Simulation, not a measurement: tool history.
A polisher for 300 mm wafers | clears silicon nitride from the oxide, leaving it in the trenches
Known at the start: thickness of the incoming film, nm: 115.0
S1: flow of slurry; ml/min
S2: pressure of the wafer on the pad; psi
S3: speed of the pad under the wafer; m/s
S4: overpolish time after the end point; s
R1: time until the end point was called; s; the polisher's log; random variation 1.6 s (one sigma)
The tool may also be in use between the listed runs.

Run 1, day 0.000: S1 240 ml/min, S2 2.7 psi, S3 0.86 m/s, S4 43 s. Result: R1 164.44 s.
Run 2, day 0.292: S1 240 ml/min, S2 2.7 psi, S3 0.86 m/s, S4 46 s. Result: R1 157.44 s.
Run 3, day 0.471: S1 300 ml/min, S2 2.7 psi, S3 0.86 m/s, S4 46 s. Result: R1 162.40 s.
Run 4, day 0.604: S1 300 ml/min, S2 2.9 psi, S3 0.90 m/s, S4 46 s. Result: R1 143.61 s.
Run 5, day 0.771: S1 300 ml/min, S2 3.1 psi, S3 0.92 m/s, S4 46 s. Result: R1 133.13 s.
Run 6, day 0.804: S1 300 ml/min, S2 3.3 psi, S3 0.96 m/s, S4 46 s. Result: R1 113.54 s.

The next listed run, before its measurement:
Run 7, day 0.888: S1 300 ml/min, S2 3.4 psi, S3 0.96 m/s, S4 46 s. Result: R1 ?.

Run 7 gave R1 112.33 s.
